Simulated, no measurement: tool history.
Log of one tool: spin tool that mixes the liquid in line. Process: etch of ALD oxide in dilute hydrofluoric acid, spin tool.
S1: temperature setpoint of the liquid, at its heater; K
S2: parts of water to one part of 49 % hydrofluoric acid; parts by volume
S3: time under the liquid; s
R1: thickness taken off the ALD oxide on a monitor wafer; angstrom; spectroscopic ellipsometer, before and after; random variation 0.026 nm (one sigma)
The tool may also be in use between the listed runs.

| run | hour | S1 | S2 | S3 | R1 |
|---|---|---|---|---|---|
| 1 | 0 | 295.15 | 240 | 20 | 22.439 |
| 2 | 1.3 | 295.15 | 240 | 15 | 16.684 |
| 3 | 9 | 297.65 | 225 | 15 | 20.13 |
| 4 | 13.6 | 298.65 | 210 | 15 | 22.97 |
| 5 | 17.4 | 299.65 | 205 | 15 | 24.437 |
| 6 | 20.5 | 296.15 | 205 | 15 | 21.493 |
| 7 | 28.5 | 298.15 | 200 | 15 | 23.997 |

Forecast run 8:
| 8 | 36.3 | 299.65 | 200 | 15 | ? |

R1: 24.317 angstrom

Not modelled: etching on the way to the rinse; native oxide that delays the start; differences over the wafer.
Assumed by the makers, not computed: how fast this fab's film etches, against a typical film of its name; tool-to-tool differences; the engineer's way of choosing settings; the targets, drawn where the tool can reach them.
